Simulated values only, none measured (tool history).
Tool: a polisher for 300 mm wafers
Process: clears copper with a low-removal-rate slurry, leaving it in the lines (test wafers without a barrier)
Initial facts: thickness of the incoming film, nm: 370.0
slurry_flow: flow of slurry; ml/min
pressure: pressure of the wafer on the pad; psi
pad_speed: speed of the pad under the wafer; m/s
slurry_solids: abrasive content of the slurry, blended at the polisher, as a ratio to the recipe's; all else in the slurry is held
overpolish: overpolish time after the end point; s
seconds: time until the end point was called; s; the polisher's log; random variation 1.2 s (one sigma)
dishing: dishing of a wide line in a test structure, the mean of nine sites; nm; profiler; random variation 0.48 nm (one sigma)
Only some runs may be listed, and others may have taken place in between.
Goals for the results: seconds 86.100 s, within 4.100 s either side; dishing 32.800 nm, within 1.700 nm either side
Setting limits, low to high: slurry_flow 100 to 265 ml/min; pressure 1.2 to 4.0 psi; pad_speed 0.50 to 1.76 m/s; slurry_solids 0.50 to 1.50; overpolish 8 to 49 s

run,day,slurry_flow,pressure,pad_speed,slurry_solids,overpolish,seconds,dishing
1,0.000,170,2.6,1.12,1.00,25,121.520,34.137
2,0.138,170,2.7,1.12,1.00,23,117.840,34.282
3,0.450,170,3.2,1.12,1.00,23,97.962,37.459
4,0.642,200,3.2,1.12,1.00,23,96.402,37.486
5,0.821,200,3.2,1.36,1.00,23,80.697,40.517
6,0.938,200,3.2,1.54,1.00,23,70.197,42.328
7,1.183,200,3.1,1.54,1.00,22,73.759,40.666
8,1.333,200,3.0,1.54,1.00,21,75.484,39.199

Consider the 5 candidate settings below. Which is the only one whose results all fall within their allowed miss of target?
A,1.483,175,3.5,1.60,1.15,19,?,?
B,1.483,180,2.8,1.52,1.05,20,?,?
C,1.483,240,2.7,1.38,0.90,41,?,?
D,1.483,225,2.8,1.44,0.90,17,?,?
E,1.483,155,3.0,1.74,0.95,15,?,?

move,seconds,dishing
A,61.499,41.921
B,81.974,37.512
C,93.641,45.075
D,87.368,33.621
E,70.657,35.316
A: lands further from the targets than the last run did
B: nearer the targets than the last run, but a result is still out of spec
C: lands further from the targets than the last run did
D: in spec on every target
E: roughly where the last run was
The move that meets every target is D.

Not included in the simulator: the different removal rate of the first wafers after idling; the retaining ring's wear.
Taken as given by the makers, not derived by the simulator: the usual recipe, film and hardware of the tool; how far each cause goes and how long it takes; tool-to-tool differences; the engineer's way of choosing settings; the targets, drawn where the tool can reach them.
